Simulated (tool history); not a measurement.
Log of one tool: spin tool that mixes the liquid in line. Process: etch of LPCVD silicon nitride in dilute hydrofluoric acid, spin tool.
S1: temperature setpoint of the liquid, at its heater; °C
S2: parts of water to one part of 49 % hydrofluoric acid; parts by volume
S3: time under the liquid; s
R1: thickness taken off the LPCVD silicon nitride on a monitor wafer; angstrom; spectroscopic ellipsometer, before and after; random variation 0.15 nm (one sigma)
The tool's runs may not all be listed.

run 1 day=0 | S1=26 S2=60 S3=270 | R1=26.63
run 2 day=0.029 | S1=27 S2=55 S3=270 | R1=30.72
run 3 day=0.179 | S1=29.5 S2=55 S3=270 | R1=36.738
run 4 day=0.221 | S1=29.5 S2=55 S3=270 | R1=37.343
run 5 day=0.4 | S1=30 S2=50 S3=270 | R1=40.956
run 6 day=0.583 | S1=30 S2=50 S3=270 | R1=40.182
run 7 day=0.829 | S1=30 S2=50 S3=270 | R1=41.175

Run 8 comes next. What will it give?
run 8 day=1.138 | S1=30.5 S2=45 S3=270 | R1=?

Run 8 gave R1 47.519 angstrom.
